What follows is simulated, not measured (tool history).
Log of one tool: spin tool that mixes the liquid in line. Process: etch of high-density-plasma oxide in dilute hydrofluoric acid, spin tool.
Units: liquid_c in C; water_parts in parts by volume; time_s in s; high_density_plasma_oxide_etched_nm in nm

| run | day | liquid_c | water_parts | time_s | high_density_plasma_oxide_etched_nm |
|---|---|---|---|---|---|
| 1 | 0.000 | 24.0 | 135 | 55 | 1.88330 |
| 2 | 0.088 | 22.5 | 135 | 55 | 1.74940 |
| 3 | 0.217 | 21.5 | 135 | 55 | 1.70170 |
| 4 | 0.538 | 21.0 | 140 | 55 | 1.60070 |
| 5 | 0.654 | 21.0 | 140 | 30 | 0.86153 |
| 6 | 0.796 | 21.0 | 140 | 30 | 0.86859 |
| 7 | 1.108 | 21.0 | 140 | 30 | 0.87687 |
| 8 | 1.142 | 21.5 | 140 | 30 | 0.88253 |
| 9 | 1.221 | 22.0 | 140 | 30 | 0.90070 |

The next listed run, before its measurement:
| 10 | 1.354 | 23.0 | 140 | 30 | ? |

{"run 10": {"high_density_plasma_oxide_etched_nm": 0.93496}}

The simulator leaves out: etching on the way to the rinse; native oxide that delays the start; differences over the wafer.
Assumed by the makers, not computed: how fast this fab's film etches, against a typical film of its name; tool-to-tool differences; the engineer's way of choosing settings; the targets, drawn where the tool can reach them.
